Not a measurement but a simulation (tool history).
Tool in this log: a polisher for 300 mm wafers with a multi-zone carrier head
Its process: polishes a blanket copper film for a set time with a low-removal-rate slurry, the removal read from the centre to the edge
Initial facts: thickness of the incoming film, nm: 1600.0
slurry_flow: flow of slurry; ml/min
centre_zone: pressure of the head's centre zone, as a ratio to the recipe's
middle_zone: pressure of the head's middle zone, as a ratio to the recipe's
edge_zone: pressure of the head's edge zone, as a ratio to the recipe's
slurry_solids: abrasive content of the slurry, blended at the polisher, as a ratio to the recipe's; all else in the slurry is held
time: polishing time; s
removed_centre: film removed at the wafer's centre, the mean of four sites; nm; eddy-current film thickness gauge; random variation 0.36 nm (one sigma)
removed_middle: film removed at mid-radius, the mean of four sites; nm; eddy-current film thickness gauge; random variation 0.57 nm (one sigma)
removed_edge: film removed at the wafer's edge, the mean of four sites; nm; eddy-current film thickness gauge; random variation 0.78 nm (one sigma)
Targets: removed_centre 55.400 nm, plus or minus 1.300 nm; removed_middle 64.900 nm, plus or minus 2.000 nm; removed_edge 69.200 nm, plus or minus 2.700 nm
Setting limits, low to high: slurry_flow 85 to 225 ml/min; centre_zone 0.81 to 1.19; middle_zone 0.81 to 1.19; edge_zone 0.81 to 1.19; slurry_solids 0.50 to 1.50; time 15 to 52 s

run    day  slurry_flow  centre_zone  middle_zone  edge_zone  slurry_solids  time  removed_centre  removed_middle  removed_edge
  1  0.000          145         1.00         1.00       1.00           1.00    33          96.534          93.780        99.459
  2  0.088          140         0.98         1.00       0.99           0.95    32          89.807          90.284        94.943
  3  0.179          115         0.98         1.00       0.99           0.95    32          82.709          84.217        92.715
  4  0.454          115         0.98         1.00       0.99           0.80    32          78.727          78.091        86.042
  5  0.571          115         0.96         1.00       0.98           0.75    32          75.647          77.662        84.578
  6  0.729          115         0.95         1.00       0.97           0.70    32          72.961          76.533        82.714
     0.942  -- slurry nozzle cleaned
  7  0.942          115         0.95         1.00       0.97           0.70    32          82.650          84.723        86.615
  8  1.000          115         0.95         1.02       0.99           0.70    31          79.637          82.878        86.408
  9  1.308          115         0.94         1.01       0.97           0.70    31          78.836          82.815        85.659
 10  1.421          110         0.93         1.00       0.97           0.70    30          75.154          79.514        82.951
 11  1.592           85         0.83         0.96       0.94           0.50    26          46.635          53.163        58.343
 12  1.812           90         0.83         0.96       0.95           0.50    26          47.283          55.218        57.797
 13  2.071           95         0.83         0.96       0.97           0.55    26          50.314          58.682        62.668
 14  2.308           95         0.83         0.96       0.98           0.55    26          50.535          57.805        62.580
 15  2.375           95         0.83         0.96       0.99           0.55    26          50.136          56.697        63.776
 16  2.488          100         0.83         0.96       0.99           0.55    26          51.246          59.188        64.557
 17  2.638          115         0.83         0.96       1.00           0.55    26          52.628          60.146        64.335
 18  2.967          115         0.83         0.96       1.01           0.55    26          53.490          60.706        65.922

Exercise: of the 4 proposed moves below, exactly one satisfies all targets within the stated allowed misses. Which move is it?
  A  3.296           85         0.86         0.89       1.08           0.60    27               ?               ?             ?
  B  3.296          125         0.82         0.98       1.02           0.55    27               ?               ?             ?
  C  3.296           85         0.83         0.86       1.07           0.60    28               ?               ?             ?
  D  3.296          135         0.84         1.03       0.94           0.55    25               ?               ?             ?

move  removed_centre  removed_middle  removed_edge
   A          54.030          56.695        69.135
   B          55.172          64.869        68.778
   C          54.048          57.164        71.391
   D          53.289          63.616        61.871
A: misses by more than the last run did
B: meets every target
C: misses by more than the last run did
D: meets the target for the result that was furthest off, but another lies outside its allowed miss
Correct choice: B, which meets every target

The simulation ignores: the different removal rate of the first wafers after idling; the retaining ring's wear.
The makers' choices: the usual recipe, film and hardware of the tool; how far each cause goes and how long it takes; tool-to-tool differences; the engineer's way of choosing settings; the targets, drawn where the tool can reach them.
